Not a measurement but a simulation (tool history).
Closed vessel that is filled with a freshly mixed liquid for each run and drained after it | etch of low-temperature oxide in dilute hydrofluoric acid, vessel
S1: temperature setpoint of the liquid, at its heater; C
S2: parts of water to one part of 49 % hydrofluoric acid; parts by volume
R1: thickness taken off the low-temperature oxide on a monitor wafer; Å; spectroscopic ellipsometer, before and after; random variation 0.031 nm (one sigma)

Run 1, hour 0: S1 23 C, S2 175 parts by volume, time in the liquid (s) 130. Result: R1 131.72 Å.
Run 2, hour 7.2: S1 22 C, S2 185 parts by volume, time in the liquid (s) 130. Result: R1 119.54 Å.
Run 3, hour 8.8: S1 22 C, S2 230 parts by volume, time in the liquid (s) 130. Result: R1 90.877 Å.
Run 4, hour 15.9: S1 22 C, S2 230 parts by volume, time in the liquid (s) 140. Result: R1 97.897 Å.
Run 5, hour 21.8: S1 21 C, S2 235 parts by volume, time in the liquid (s) 140. Result: R1 91.926 Å.
Run 6, hour 25.3: S1 23.5 C, S2 235 parts by volume, time in the liquid (s) 140. Result: R1 101.01 Å.
Run 7, hour 34.4: S1 22.5 C, S2 240 parts by volume, time in the liquid (s) 140. Result: R1 94.898 Å.
Run 8, hour 40.6: S1 21.5 C, S2 240 parts by volume, time in the liquid (s) 140. Result: R1 91.625 Å.
Run 9, hour 47.7: S1 21 C, S2 245 parts by volume, time in the liquid (s) 140. Result: R1 87.396 Å.
Run 10, hour 52.7: S1 20.5 C, S2 245 parts by volume, time in the liquid (s) 140. Result: R1 85.89 Å.

Run 11 comes next. What will it give?
Run 11, hour 60.2: S1 20.5 C, S2 245 parts by volume, time in the liquid (s) 140. Result: R1 ?.

R1: 86.075 Å

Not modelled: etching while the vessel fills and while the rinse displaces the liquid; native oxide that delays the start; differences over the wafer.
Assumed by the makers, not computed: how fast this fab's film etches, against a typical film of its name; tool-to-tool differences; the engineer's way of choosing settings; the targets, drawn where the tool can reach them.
